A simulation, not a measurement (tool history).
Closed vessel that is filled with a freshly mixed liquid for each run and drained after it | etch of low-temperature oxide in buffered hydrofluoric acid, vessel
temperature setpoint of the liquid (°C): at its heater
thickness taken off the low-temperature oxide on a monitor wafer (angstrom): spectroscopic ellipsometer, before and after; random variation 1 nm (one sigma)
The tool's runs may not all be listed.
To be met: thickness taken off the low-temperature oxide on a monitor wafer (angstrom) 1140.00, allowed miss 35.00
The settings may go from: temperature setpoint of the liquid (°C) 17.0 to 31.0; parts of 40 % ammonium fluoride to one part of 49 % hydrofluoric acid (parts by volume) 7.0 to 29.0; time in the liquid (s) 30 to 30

run  hour  temperature setpoint of the liquid (°C)  parts of 40 % ammonium fluoride to one part of 49 % hydrofluoric acid (parts by volume)  time in the liquid (s)  thickness taken off the low-temperature oxide on a monitor wafer (angstrom)
  1   0.0                                     23.0                                                                                     18.0                      30                                                                       686.14
  2   6.6                                     23.0                                                                                     16.0                      30                                                                       768.47
  3   8.9                                     24.5                                                                                     16.0                      30                                                                       837.10
  4  14.0                                     26.5                                                                                     16.0                      30                                                                       921.18
  5  17.2                                     27.5                                                                                     16.0                      30                                                                       971.53
  6  25.9                                     27.5                                                                                     11.0                      30                                                                      1406.20
  7  32.5                                     26.5                                                                                     11.0                      30                                                                      1343.30
  8  37.6                                     26.0                                                                                     11.0                      30                                                                      1305.00
  9  42.8                                     25.5                                                                                     11.0                      30                                                                      1250.90
 10  48.8                                     25.0                                                                                     11.0                      30                                                                      1210.20

5 next moves are on the table. One of them brings every result within its allowed miss. Which?
  A  54.8                                     24.5                                                                                     10.0                      30                                                                            ?
  B  54.8                                     25.0                                                                                     10.5                      30                                                                            ?
  C  54.8                                     24.5                                                                                     10.5                      30                                                                            ?
  D  54.8                                     23.5                                                                                      9.0                      30                                                                            ?
  E  54.8                                     27.5                                                                                     13.5                      30                                                                            ?

move  thickness taken off the low-temperature oxide on a monitor wafer (angstrom)
   A                                                                      1318.80
   B                                                                      1292.30
   C                                                                      1257.70
   D                                                                      1334.40
   E                                                                      1156.50
A: further off than the last run
B: further off than the last run
C: further off than the last run
D: further off than the last run
E: meets every target
Answer: E
